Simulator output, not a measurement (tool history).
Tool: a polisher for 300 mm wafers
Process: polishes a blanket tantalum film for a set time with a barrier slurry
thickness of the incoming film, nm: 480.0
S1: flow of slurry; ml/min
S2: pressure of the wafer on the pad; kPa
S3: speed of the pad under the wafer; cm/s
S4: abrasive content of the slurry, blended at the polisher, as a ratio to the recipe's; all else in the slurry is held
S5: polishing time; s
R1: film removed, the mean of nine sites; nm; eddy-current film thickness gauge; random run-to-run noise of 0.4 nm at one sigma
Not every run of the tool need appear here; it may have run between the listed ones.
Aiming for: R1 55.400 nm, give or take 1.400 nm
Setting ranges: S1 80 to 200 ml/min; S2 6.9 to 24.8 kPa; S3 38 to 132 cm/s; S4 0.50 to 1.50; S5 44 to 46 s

| run | day | S1 | S2 | S3 | S4 | S5 | R1 |
|---|---|---|---|---|---|---|---|
| 1 | 0.000 | 130 | 15.9 | 84 | 1.00 | 44 | 80.254 |
| 2 | 0.171 | 125 | 15.2 | 84 | 1.00 | 44 | 76.052 |
| 3 | 0.367 | 120 | 14.5 | 84 | 1.00 | 44 | 73.392 |
| 4 | 0.404 | 120 | 13.8 | 84 | 1.00 | 44 | 68.702 |
| 5 | 0.517 | 115 | 13.1 | 84 | 1.00 | 44 | 65.629 |
| 6 | 0.746 | 145 | 13.1 | 84 | 1.00 | 44 | 68.678 |
| 7 | 1.004 | 140 | 12.4 | 84 | 1.00 | 44 | 65.064 |
| 8 | 1.300 | 135 | 12.4 | 84 | 1.00 | 44 | 65.312 |
| 9 | 1.512 | 130 | 12.4 | 84 | 1.00 | 44 | 64.015 |

Exercise: of the 4 proposed moves below, exactly one satisfies all targets within the stated allowed misses. Which move is it?
| A | 1.725 | 115 | 12.4 | 66 | 1.05 | 44 | ? |
| B | 1.725 | 140 | 13.8 | 66 | 0.75 | 44 | ? |
| C | 1.725 | 120 | 9.7 | 84 | 1.20 | 46 | ? |
| D | 1.725 | 95 | 13.8 | 96 | 1.15 | 46 | ? |

| move | R1 |
|---|---|
| A | 50.764 |
| B | 51.740 |
| C | 56.097 |
| D | 81.843 |
A: the result that was furthest off in the last run now lies on the other side of its target
B: the result that was furthest off in the last run now lies on the other side of its target
C: meets every target
D: moves away from the targets compared with the last run
The right move is C.
